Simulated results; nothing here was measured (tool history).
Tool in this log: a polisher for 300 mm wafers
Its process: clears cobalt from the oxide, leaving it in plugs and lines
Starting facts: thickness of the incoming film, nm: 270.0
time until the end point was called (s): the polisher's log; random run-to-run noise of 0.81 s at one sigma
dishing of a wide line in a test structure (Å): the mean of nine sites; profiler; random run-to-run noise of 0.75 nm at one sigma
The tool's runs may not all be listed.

| run | hour | flow of slurry (ml/min) | pressure of the wafer on the pad (psi) | speed of the pad under the wafer (m/s) | overpolish time after the end point (s) | time until the end point was called (s) | dishing of a wide line in a test structure (Å) |
|---|---|---|---|---|---|---|---|
| 1 | 0 | 245 | 1.2 | 1.18 | 20 | 75.359 | 397 |
| 2 | 2.4 | 225 | 1.2 | 1.18 | 20 | 76.031 | 396.42 |
| 3 | 7.7 | 225 | 1 | 1.18 | 20 | 86.887 | 375.89 |
| 4 | 8.7 | 225 | 1 | 1.18 | 21 | 84.881 | 379.13 |
| 5 | 15.3 | 225 | 1 | 1.18 | 22 | 85.677 | 381.96 |
| 6 | 21.6 | 225 | 1 | 1.18 | 23 | 84.446 | 395.11 |
| 7 | 23.2 | 225 | 1 | 1.18 | 24 | 87.238 | 410.8 |
| 8 | 29.8 | 225 | 1.1 | 1.18 | 25 | 81.639 | 435.38 |
| 9 | 36.5 | 225 | 1.1 | 1.18 | 26 | 80.696 | 439.52 |
| 10 | 39.3 | 225 | 1.1 | 1.18 | 27 | 80.212 | 457 |

Forecast run 11:
| 11 | 44.4 | 225 | 1.3 | 1.2 | 29 | ? | ? |

Run 11 came out at time until the end point was called (s) 69.145, dishing of a wide line in a test structure (Å) 515.87.
